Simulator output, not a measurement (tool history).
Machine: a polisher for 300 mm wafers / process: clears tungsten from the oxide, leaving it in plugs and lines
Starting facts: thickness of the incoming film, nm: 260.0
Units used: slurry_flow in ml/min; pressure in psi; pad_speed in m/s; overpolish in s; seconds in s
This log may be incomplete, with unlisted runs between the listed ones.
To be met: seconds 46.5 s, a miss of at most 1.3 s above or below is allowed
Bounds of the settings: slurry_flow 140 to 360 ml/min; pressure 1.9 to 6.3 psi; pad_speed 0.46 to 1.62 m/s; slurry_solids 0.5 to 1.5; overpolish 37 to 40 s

{"run": 1, "hour": 0.0, "slurry_flow": 230, "pressure": 4.1, "pad_speed": 1.04, "slurry_solids": 1, "overpolish": 37, "seconds": 65.795}
{"run": 2, "hour": 4.3, "slurry_flow": 230, "pressure": 4.1, "pad_speed": 1.04, "slurry_solids": 1.1, "overpolish": 37, "seconds": 63.689}
{"run": 3, "hour": 7.3, "slurry_flow": 230, "pressure": 4.1, "pad_speed": 0.88, "slurry_solids": 1.1, "overpolish": 37, "seconds": 75.935}
{"run": 4, "hour": 15.2, "slurry_flow": 235, "pressure": 4.6, "pad_speed": 0.88, "slurry_solids": 1.1, "overpolish": 37, "seconds": 66.781}
{"run": 5, "hour": 16.0, "slurry_flow": 240, "pressure": 4.9, "pad_speed": 0.88, "slurry_solids": 1.1, "overpolish": 37, "seconds": 62.633}
{"run": 6, "hour": 21.2, "slurry_flow": 240, "pressure": 4.9, "pad_speed": 1, "slurry_solids": 1.1, "overpolish": 37, "seconds": 56.319}
{"run": 7, "hour": 22.0, "slurry_flow": 240, "pressure": 5.1, "pad_speed": 1, "slurry_solids": 1.1, "overpolish": 37, "seconds": 54.507}
{"run": 8, "hour": 27.4, "slurry_flow": 245, "pressure": 5.3, "pad_speed": 1, "slurry_solids": 1.1, "overpolish": 37, "seconds": 51.945}
{"run": 9, "hour": 31.0, "slurry_flow": 245, "pressure": 5.4, "pad_speed": 1, "slurry_solids": 1.1, "overpolish": 37, "seconds": 51.073}
{"run": 10, "hour": 37.8, "slurry_flow": 245, "pressure": 5.5, "pad_speed": 1, "slurry_solids": 1.1, "overpolish": 37, "seconds": 50.509}
{"run": 11, "hour": 43.4, "slurry_flow": 250, "pressure": 5.6, "pad_speed": 1, "slurry_solids": 1.1, "overpolish": 37, "seconds": 48.44}
{"run": 12, "hour": 48.7, "slurry_flow": 255, "pressure": 5.6, "pad_speed": 1, "slurry_solids": 1.1, "overpolish": 37, "seconds": 49.371}
{"run": 13, "hour": 51.8, "slurry_flow": 255, "pressure": 5.7, "pad_speed": 1, "slurry_solids": 1.1, "overpolish": 37, "seconds": 47.955}

Pick the move, out of 4, that brings all results within their allowed miss; only one does.
{"run": "A", "hour": 54.9, "slurry_flow": 230, "pressure": 6.3, "pad_speed": 0.9, "slurry_solids": 1.1, "overpolish": 37, "seconds": "?"}
{"run": "B", "hour": 54.9, "slurry_flow": 215, "pressure": 6, "pad_speed": 0.98, "slurry_solids": 1.25, "overpolish": 40, "seconds": "?"}
{"run": "C", "hour": 54.9, "slurry_flow": 260, "pressure": 5.3, "pad_speed": 1, "slurry_solids": 1.3, "overpolish": 40, "seconds": "?"}
{"run": "D", "hour": 54.9, "slurry_flow": 235, "pressure": 5.8, "pad_speed": 0.92, "slurry_solids": 1.2, "overpolish": 37, "seconds": "?"}

move=A seconds=49.025
move=B seconds=46.309
move=C seconds=49.48
move=D seconds=50.661
A: further off than the last run
B: all results land within tolerance of their targets
C: further off than the last run
D: further off than the last run
Move B is the one to make.
